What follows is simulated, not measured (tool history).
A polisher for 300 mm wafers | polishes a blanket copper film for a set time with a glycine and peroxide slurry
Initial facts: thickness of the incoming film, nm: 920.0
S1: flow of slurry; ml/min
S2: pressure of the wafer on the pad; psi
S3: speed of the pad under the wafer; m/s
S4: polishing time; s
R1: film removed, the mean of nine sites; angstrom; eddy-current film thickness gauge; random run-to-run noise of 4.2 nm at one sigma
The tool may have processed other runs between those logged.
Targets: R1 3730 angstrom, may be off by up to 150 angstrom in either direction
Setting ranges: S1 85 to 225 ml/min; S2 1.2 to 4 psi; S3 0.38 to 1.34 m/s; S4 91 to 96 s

{"run": 1, "day": 0.0, "S1": 145, "S2": 2.6, "S3": 0.86, "S4": 91, "R1": 4487.7}
{"run": 2, "day": 0.296, "S1": 145, "S2": 2.6, "S3": 0.86, "S4": 96, "R1": 4741.5}
{"run": 3, "day": 0.633, "S1": 145, "S2": 2.6, "S3": 1.02, "S4": 96, "R1": 5289.9}
{"run": 4, "day": 0.775, "S1": 145, "S2": 2.4, "S3": 1, "S4": 96, "R1": 5002.3}
{"run": 5, "day": 0.888, "S1": 145, "S2": 2.2, "S3": 1, "S4": 96, "R1": 4613.1}
{"run": 6, "day": 1.212, "S1": 145, "S2": 2.2, "S3": 1.08, "S4": 96, "R1": 4805.8}
{"run": 7, "day": 1.533, "S1": 145, "S2": 2, "S3": 1.08, "S4": 96, "R1": 4433}
{"run": 8, "day": 1.767, "S1": 145, "S2": 1.9, "S3": 1.08, "S4": 96, "R1": 4277.4}
{"run": 9, "day": 1.821, "S1": 145, "S2": 1.8, "S3": 1.08, "S4": 96, "R1": 4112.7}
{"run": 10, "day": 1.946, "S1": 145, "S2": 1.7, "S3": 1.08, "S4": 96, "R1": 3919.5}

4 next moves are on the table. One of them brings every result within its allowed miss. Which?
{"run": "A", "day": 2.071, "S1": 175, "S2": 1.4, "S3": 1.34, "S4": 96, "R1": "?"}
{"run": "B", "day": 2.071, "S1": 115, "S2": 1.9, "S3": 1.02, "S4": 91, "R1": "?"}
{"run": "C", "day": 2.071, "S1": 145, "S2": 1.7, "S3": 1.2, "S4": 92, "R1": "?"}
{"run": "D", "day": 2.071, "S1": 165, "S2": 1.9, "S3": 0.98, "S4": 94, "R1": "?"}

move=A R1=4099.4
move=B R1=3748.5
move=C R1=4087.1
move=D R1=4067.5
A: the biggest miss grows against the last run
B: all results in spec
C: the biggest miss grows against the last run
D: the biggest miss grows against the last run
Go with B: it meets all targets.

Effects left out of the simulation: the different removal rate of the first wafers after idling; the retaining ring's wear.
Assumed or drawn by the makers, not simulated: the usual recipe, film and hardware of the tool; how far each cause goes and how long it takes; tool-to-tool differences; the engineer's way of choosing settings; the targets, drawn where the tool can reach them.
